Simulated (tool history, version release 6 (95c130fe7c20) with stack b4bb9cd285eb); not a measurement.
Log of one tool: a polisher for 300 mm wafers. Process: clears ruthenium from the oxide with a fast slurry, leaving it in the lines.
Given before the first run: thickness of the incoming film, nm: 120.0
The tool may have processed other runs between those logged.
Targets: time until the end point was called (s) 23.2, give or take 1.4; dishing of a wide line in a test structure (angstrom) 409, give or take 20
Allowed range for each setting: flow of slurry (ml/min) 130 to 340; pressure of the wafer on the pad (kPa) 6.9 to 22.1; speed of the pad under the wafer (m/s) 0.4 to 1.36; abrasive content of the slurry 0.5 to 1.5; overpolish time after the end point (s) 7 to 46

run	hour	flow of slurry (ml/min)	pressure of the wafer on the pad (kPa)	speed of the pad under the wafer (m/s)	abrasive content of the slurry	overpolish time after the end point (s)	time until the end point was called (s)	dishing of a wide line in a test structure (angstrom)
1	0	220	14.5	0.88	1	24	36.815	570.86
2	8.3	220	14.5	0.88	1	19	37.06	472.74
3	13.7	190	14.5	0.88	1	19	37.294	466.89
4	14.3	190	14.5	0.88	0.8	19	44.885	397.82
5	19.6	190	14.5	0.88	0.8	13	43.59	286.35
6	24.8	190	14.5	0.88	0.95	13	37.237	325.76
7	29	190	15.9	0.88	0.95	12	36.614	325.1
8	30	190	17.2	0.94	0.95	11	31.639	343.6
9	31.7	190	18.6	0.96	0.95	11	29.345	375
10	33.6	190	18.6	0.96	0.95	11	29.446	375.4
11	36.9	195	19.3	0.98	0.95	10	27.269	349.93
12	38.9	195	19.3	0.98	0.95	10	27.806	354.87
13	42.1	195	20	1	0.95	10	26.026	363.44
14	44.1	195	20.7	1	0.95	10	25.247	381.09

Next run, 5 choices. One meets every target within its allowed miss, the rest don't. Which?
A	46.1	220	22.1	1	0.95	12	?	?
B	46.1	150	21.4	0.88	1.35	10	?	?
C	46.1	200	22.1	0.92	0.8	12	?	?
D	46.1	195	20.7	1.06	0.9	9	?	?
E	46.1	215	20	1.16	1.05	11	?	?

move	time until the end point was called (s)	dishing of a wide line in a test structure (angstrom)
A	23.418	470.03
B	23.15	405.24
C	29.409	385.37
D	24.898	345.91
E	20.947	479.97
A: puts the biggest miss on target and leaves a different result outside tolerance
B: every result lands within tolerance
C: further off than the last run
D: further off than the last run
E: pushes the last run's worst result past its target
Go with B: it meets all targets.

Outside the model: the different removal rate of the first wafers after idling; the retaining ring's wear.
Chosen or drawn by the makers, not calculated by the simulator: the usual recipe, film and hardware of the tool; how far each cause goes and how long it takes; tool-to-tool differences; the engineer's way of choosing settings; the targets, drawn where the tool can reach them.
